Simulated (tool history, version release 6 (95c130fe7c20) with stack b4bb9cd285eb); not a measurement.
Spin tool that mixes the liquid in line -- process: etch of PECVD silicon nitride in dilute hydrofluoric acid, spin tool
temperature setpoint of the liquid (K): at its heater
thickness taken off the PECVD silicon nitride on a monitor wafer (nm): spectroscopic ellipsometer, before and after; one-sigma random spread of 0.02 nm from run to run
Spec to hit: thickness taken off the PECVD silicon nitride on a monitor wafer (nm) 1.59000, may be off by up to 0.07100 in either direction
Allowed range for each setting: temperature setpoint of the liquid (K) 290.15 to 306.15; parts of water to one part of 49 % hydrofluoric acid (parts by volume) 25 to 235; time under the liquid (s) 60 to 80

run  hour  temperature setpoint of the liquid (K)  parts of water to one part of 49 % hydrofluoric acid (parts by volume)  time under the liquid (s)  thickness taken off the PECVD silicon nitride on a monitor wafer (nm)
  1   0.0                                  298.15                                                                     130                         80                                                                1.27150
  2   1.4                                  298.15                                                                     130                         60                                                                0.93626
  3   9.9                                  299.15                                                                     130                         60                                                                1.01330
  4  14.8                                  299.15                                                                     110                         60                                                                1.21010
  5  17.0                                  299.65                                                                     110                         60                                                                1.21080
  6  21.5                                  299.65                                                                     130                         60                                                                1.01740
  7  25.0                                  303.65                                                                     120                         60                                                                1.48120
  8  28.7                                  304.15                                                                     120                         60                                                                1.47950

Consider the 4 candidate settings below. Which is the only one whose results all fall within their allowed miss of target?
  A  32.4                                  304.65                                                                     140                         65                                                                      ?
  B  32.4                                  306.15                                                                     170                         80                                                                      ?
  C  32.4                                  301.15                                                                     105                         60                                                                      ?
  D  32.4                                  302.65                                                                     115                         60                                                                      ?

move  thickness taken off the PECVD silicon nitride on a monitor wafer (nm)
   A                                                                1.41560
   B                                                                1.56190
   C                                                                1.40520
   D                                                                1.40990
A: moves away from the targets compared with the last run
B: all results in spec
C: moves away from the targets compared with the last run
D: moves away from the targets compared with the last run
Go with B: it meets all targets.
